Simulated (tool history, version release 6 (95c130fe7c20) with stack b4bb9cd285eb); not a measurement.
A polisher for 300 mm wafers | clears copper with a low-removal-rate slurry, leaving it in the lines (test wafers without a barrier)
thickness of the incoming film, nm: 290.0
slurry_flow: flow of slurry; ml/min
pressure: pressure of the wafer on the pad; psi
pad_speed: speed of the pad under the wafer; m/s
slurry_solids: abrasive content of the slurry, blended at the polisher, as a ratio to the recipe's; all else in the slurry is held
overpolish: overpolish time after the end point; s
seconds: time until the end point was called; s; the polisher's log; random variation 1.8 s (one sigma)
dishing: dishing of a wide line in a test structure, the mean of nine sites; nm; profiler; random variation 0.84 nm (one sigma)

run 1 day=0 | slurry_flow=130 pressure=2.8 pad_speed=0.92 slurry_solids=1 overpolish=26 | seconds=91.102 dishing=52.883
run 2 day=0.042 | slurry_flow=130 pressure=2.8 pad_speed=0.92 slurry_solids=1.2 overpolish=26 | seconds=84.961 dishing=54.259
run 3 day=0.325 | slurry_flow=125 pressure=2.5 pad_speed=0.92 slurry_solids=1.2 overpolish=28 | seconds=95.795 dishing=55.165
run 4 day=0.4 | slurry_flow=125 pressure=2.8 pad_speed=0.92 slurry_solids=1.2 overpolish=28 | seconds=86.469 dishing=57.809
run 5 day=0.621 | slurry_flow=120 pressure=2.5 pad_speed=0.92 slurry_solids=1.2 overpolish=28 | seconds=96.621 dishing=52.186
run 6 day=0.967 | slurry_flow=150 pressure=2.5 pad_speed=0.92 slurry_solids=1.2 overpolish=28 | seconds=95.698 dishing=53.979
run 7 day=1.158 | slurry_flow=150 pressure=2.3 pad_speed=0.92 slurry_solids=1.2 overpolish=28 | seconds=101.94 dishing=50.77

Run 8 comes next. What will it give?
run 8 day=1.442 | slurry_flow=150 pressure=2.2 pad_speed=0.92 slurry_solids=1.2 overpolish=29 | seconds=? dishing=?

seconds: 108.57 s
dishing: 50.153 nm
